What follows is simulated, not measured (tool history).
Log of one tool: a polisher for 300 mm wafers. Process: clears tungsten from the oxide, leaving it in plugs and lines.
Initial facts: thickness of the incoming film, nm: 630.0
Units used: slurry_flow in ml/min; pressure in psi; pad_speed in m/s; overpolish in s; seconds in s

Run 1, hour 0.0: slurry_flow 225 ml/min, pressure 3.9 psi, pad_speed 1.14 m/s, slurry_solids 1.0, overpolish 32 s. Result: seconds 134.23 s.
Run 2, hour 1.6: slurry_flow 225 ml/min, pressure 3.9 psi, pad_speed 1.14 m/s, slurry_solids 1.0, overpolish 34 s. Result: seconds 135.88 s.
Run 3, hour 6.2: slurry_flow 225 ml/min, pressure 3.4 psi, pad_speed 1.04 m/s, slurry_solids 1.0, overpolish 34 s. Result: seconds 168.89 s.
Run 4, hour 10.7: slurry_flow 180 ml/min, pressure 3.4 psi, pad_speed 1.04 m/s, slurry_solids 1.0, overpolish 34 s. Result: seconds 176.34 s.
Run 5, hour 19.1: slurry_flow 175 ml/min, pressure 3.0 psi, pad_speed 0.98 m/s, slurry_solids 1.0, overpolish 34 s. Result: seconds 206.70 s.
Run 6, hour 26.1: slurry_flow 175 ml/min, pressure 3.0 psi, pad_speed 1.20 m/s, slurry_solids 1.0, overpolish 34 s. Result: seconds 174.34 s.
Run 7, hour 27.7: slurry_flow 170 ml/min, pressure 2.7 psi, pad_speed 1.10 m/s, slurry_solids 1.0, overpolish 34 s. Result: seconds 207.35 s.

What does the tool deliver on the next run?
Run 8, hour 31.0: slurry_flow 165 ml/min, pressure 2.5 psi, pad_speed 1.04 m/s, slurry_solids 1.0, overpolish 34 s. Result: seconds ?.

{"run 8": {"seconds": 243.08}}
